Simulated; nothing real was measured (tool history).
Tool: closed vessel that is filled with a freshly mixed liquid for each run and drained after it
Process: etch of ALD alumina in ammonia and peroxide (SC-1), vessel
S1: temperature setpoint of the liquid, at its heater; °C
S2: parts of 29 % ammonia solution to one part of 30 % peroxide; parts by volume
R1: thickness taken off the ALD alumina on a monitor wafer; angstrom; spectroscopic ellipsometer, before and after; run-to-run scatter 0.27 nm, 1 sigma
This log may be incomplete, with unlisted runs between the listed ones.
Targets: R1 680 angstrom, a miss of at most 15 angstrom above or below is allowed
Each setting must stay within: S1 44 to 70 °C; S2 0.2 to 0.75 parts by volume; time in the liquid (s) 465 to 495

run 1 hour=0 | S1=60 S2=0.45 time_in_the_liquid_(s)=465 | R1=416.37
run 2 hour=2 | S1=56 S2=0.45 time_in_the_liquid_(s)=465 | R1=340.01
run 3 hour=11.3 | S1=56 S2=0.55 time_in_the_liquid_(s)=465 | R1=345.78
run 4 hour=19.6 | S1=50 S2=0.55 time_in_the_liquid_(s)=465 | R1=250.62
run 5 hour=28.1 | S1=54.5 S2=0.55 time_in_the_liquid_(s)=465 | R1=318.07
run 6 hour=32.9 | S1=51.5 S2=0.55 time_in_the_liquid_(s)=465 | R1=270.18
run 7 hour=34.5 | S1=55.5 S2=0.55 time_in_the_liquid_(s)=465 | R1=336.65
run 8 hour=39 | S1=58.5 S2=0.55 time_in_the_liquid_(s)=465 | R1=395.86
run 9 hour=46.2 | S1=61 S2=0.55 time_in_the_liquid_(s)=465 | R1=445.46
run 10 hour=52.3 | S1=63 S2=0.55 time_in_the_liquid_(s)=465 | R1=495.37
run 11 hour=54.7 | S1=64.5 S2=0.55 time_in_the_liquid_(s)=465 | R1=534.24
run 12 hour=56.7 | S1=65.5 S2=0.55 time_in_the_liquid_(s)=465 | R1=559.65
run 13 hour=58.9 | S1=66.5 S2=0.55 time_in_the_liquid_(s)=465 | R1=591.32
run 14 hour=60.1 | S1=67 S2=0.55 time_in_the_liquid_(s)=465 | R1=605.87

Which of these 4 next moves meets every target?
run A hour=61.3 | S1=66.5 S2=0.6 time_in_the_liquid_(s)=495 | R1=?
run B hour=61.3 | S1=70 S2=0.45 time_in_the_liquid_(s)=465 | R1=?
run C hour=61.3 | S1=68 S2=0.6 time_in_the_liquid_(s)=465 | R1=?
run D hour=61.3 | S1=70 S2=0.4 time_in_the_liquid_(s)=490 | R1=?

move=A R1=632.23
move=B R1=685.13
move=C R1=639.11
move=D R1=713.98
A: gains on the last run, yet a result remains outside its allowed miss
B: hits every target within its allowed miss
C: gains on the last run, yet a result remains outside its allowed miss
D: pushes the last run's worst result past its target
B meets every target.
